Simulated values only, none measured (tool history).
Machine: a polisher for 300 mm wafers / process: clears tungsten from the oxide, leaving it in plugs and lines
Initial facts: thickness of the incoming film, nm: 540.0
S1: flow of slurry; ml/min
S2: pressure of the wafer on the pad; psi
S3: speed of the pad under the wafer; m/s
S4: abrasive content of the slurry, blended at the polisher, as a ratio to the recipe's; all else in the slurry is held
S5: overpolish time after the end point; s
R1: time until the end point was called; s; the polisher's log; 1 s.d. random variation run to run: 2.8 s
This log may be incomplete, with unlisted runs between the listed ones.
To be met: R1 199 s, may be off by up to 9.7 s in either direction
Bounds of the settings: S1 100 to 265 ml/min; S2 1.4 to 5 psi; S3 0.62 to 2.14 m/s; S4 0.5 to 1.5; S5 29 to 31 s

run	day	S1	S2	S3	S4	S5	R1
1	0	170	3.2	1.38	1	29	105.64
2	0.35	195	3.2	1.38	1	29	104.98
3	0.483	195	2.9	1.36	1	29	112.74
4	0.558	195	2.9	1.36	0.9	29	120.69
# day 0.829: slurry nozzle cleaned
5	0.829	195	2.9	1.36	1.05	29	106.61
6	1	195	2.9	1.36	1.05	29	108.12
7	1.138	195	2.9	1.36	1.05	29	105.05
8	1.446	195	2.6	1.26	1.05	29	129.02
9	1.633	190	2.4	1.24	1.05	29	139.27
10	1.9	185	2.2	1.24	1.05	29	153.42

Next run, 4 choices. One meets every target within its allowed miss, the rest don't. Which?
A	2.167	180	3.3	0.66	1.1	29	?
B	2.167	120	1.8	1.34	0.8	29	?
C	2.167	210	2.2	1.32	1.25	31	?
D	2.167	115	2.4	1.46	1.1	31	?

move	R1
A	178.29
B	201.9
C	142.21
D	134.17
A: nearer the targets than the last run, but a result is still out of spec
B: every result lands within tolerance
C: misses by more than the last run did
D: misses by more than the last run did
Correct choice: B, which meets every target

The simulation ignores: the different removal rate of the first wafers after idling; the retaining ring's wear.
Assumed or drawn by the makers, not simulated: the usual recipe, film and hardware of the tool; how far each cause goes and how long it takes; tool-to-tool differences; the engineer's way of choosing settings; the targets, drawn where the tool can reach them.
